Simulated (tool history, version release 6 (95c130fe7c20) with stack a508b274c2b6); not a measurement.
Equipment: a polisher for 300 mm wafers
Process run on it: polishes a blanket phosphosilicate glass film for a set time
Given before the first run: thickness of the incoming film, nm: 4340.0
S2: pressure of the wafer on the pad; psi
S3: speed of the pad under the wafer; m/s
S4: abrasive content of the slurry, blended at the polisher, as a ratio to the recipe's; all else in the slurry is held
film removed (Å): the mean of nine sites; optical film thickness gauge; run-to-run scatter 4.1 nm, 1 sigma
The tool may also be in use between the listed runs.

run 1 hour=0 | flow_of_slurry_(ml/min)=240 S2=2.5 S3=1.12 S4=1 polishing_time_(s)=45 | film_removed_(Å)=3851.7
run 2 hour=8.6 | flow_of_slurry_(ml/min)=240 S2=2.5 S3=0.92 S4=1 polishing_time_(s)=45 | film_removed_(Å)=3488.4
run 3 hour=12.9 | flow_of_slurry_(ml/min)=240 S2=2 S3=0.92 S4=1 polishing_time_(s)=45 | film_removed_(Å)=2888.2
run 4 hour=21.7 | flow_of_slurry_(ml/min)=240 S2=1.4 S3=0.92 S4=1 polishing_time_(s)=45 | film_removed_(Å)=2189.1
run 5 hour=27 | flow_of_slurry_(ml/min)=200 S2=1.4 S3=0.92 S4=1 polishing_time_(s)=45 | film_removed_(Å)=2155.8
run 6 hour=31.1 | flow_of_slurry_(ml/min)=145 S2=1.4 S3=0.92 S4=1 polishing_time_(s)=45 | film_removed_(Å)=2013.1

Forecast run 7:
run 7 hour=35 | flow_of_slurry_(ml/min)=215 S2=2.1 S3=0.96 S4=1 polishing_time_(s)=45 | film_removed_(Å)=?

{"run 7": {"film removed (Å)": 3058.4}}
